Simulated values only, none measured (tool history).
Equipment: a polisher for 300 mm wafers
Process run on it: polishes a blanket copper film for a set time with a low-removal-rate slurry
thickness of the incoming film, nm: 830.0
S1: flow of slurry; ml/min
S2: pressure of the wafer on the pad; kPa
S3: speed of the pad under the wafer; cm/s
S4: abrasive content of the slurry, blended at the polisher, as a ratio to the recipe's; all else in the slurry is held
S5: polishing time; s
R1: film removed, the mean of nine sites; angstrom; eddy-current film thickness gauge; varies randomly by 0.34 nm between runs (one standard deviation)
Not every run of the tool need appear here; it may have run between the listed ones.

{"run": 1, "hour": 0.0, "S1": 180, "S2": 23.4, "S3": 102, "S4": 1.0, "S5": 17, "R1": 683.58}
{"run": 2, "hour": 1.8, "S1": 220, "S2": 23.4, "S3": 102, "S4": 1.0, "S5": 17, "R1": 689.02}
{"run": 3, "hour": 10.9, "S1": 220, "S2": 17.9, "S3": 102, "S4": 1.0, "S5": 17, "R1": 545.69}
{"run": 4, "hour": 17.9, "S1": 220, "S2": 17.2, "S3": 102, "S4": 1.0, "S5": 17, "R1": 538.04}
{"run": 5, "hour": 19.9, "S1": 220, "S2": 16.5, "S3": 102, "S4": 1.0, "S5": 17, "R1": 513.25}
{"run": 6, "hour": 25.6, "S1": 220, "S2": 16.5, "S3": 102, "S4": 1.0, "S5": 16, "R1": 482.63}
{"run": 7, "hour": 33.6, "S1": 220, "S2": 15.9, "S3": 102, "S4": 1.0, "S5": 16, "R1": 469.25}
{"run": 8, "hour": 34.9, "S1": 220, "S2": 15.2, "S3": 102, "S4": 1.0, "S5": 16, "R1": 445.06}
{"run": 9, "hour": 36.7, "S1": 190, "S2": 12.4, "S3": 102, "S4": 1.0, "S5": 16, "R1": 374.56}

Estimate the outcome of run 10 from the log above:
{"run": 10, "hour": 42.5, "S1": 195, "S2": 12.4, "S3": 102, "S4": 1.0, "S5": 16, "R1": "?"}

Run 10 gave R1 364.97 angstrom.
